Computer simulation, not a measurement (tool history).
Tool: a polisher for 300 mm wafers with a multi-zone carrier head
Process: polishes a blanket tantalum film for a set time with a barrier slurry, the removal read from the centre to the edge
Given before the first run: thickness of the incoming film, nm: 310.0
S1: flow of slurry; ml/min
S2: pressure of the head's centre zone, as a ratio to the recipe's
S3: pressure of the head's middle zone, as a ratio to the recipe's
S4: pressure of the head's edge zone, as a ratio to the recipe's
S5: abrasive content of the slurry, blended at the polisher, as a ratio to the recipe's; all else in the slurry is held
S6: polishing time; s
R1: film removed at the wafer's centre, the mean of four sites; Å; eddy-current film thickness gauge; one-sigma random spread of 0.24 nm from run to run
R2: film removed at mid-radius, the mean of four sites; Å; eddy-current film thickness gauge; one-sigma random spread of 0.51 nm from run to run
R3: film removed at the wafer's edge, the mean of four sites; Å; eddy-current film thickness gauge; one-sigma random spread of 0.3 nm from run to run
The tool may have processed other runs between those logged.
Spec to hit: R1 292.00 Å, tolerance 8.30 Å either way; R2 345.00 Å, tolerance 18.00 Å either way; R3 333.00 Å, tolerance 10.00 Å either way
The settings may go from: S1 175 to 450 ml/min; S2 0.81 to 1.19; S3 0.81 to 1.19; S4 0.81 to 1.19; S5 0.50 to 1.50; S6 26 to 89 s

run,hour,S1,S2,S3,S4,S5,S6,R1,R2,R3
1,0.0,290,1.00,1.00,1.00,1.00,57,559.32,551.25,552.46
2,6.0,285,0.98,1.00,0.99,0.95,55,509.28,522.18,522.13
3,9.8,285,0.97,1.00,0.98,0.90,53,489.70,487.88,493.35
4,18.1,220,0.97,1.00,0.98,0.90,53,462.51,471.68,480.49
5,20.1,215,0.95,1.01,0.97,0.85,52,426.81,473.82,452.81
6,25.8,215,0.95,1.01,0.90,0.85,52,435.45,474.23,447.63
7,27.6,210,0.85,0.98,0.89,0.60,39,237.28,280.41,275.06
8,36.1,215,0.86,0.99,0.91,0.60,39,243.12,288.06,274.23
9,41.9,210,0.86,0.99,0.92,0.65,39,256.17,301.07,294.98
10,46.0,210,0.87,1.00,0.94,0.65,39,260.74,297.99,300.81

Consider the 5 candidate settings below. Which is the only one whose results all fall within their allowed miss of target?
A,50.1,300,0.86,1.02,0.97,0.50,51,?,?,?
B,50.1,230,0.97,0.84,1.12,0.70,41,?,?,?
C,50.1,195,1.09,0.86,1.05,0.90,31,?,?,?
D,50.1,190,0.84,1.11,0.81,0.55,52,?,?,?
E,50.1,180,0.82,1.06,1.00,0.90,36,?,?,?

move,R1,R2,R3
A,293.23,339.16,333.97
B,324.76,284.12,354.43
C,302.26,240.27,287.64
D,294.21,377.06,326.04
E,259.39,327.94,322.54
A: every result within its allowed miss
B: carries the result that was furthest off beyond its target, to the other side
C: carries the result that was furthest off beyond its target, to the other side
D: the worst result of the last run now meets its target, but another is out of spec
E: about the same distance from the targets as the last run
Move A is the one to make.

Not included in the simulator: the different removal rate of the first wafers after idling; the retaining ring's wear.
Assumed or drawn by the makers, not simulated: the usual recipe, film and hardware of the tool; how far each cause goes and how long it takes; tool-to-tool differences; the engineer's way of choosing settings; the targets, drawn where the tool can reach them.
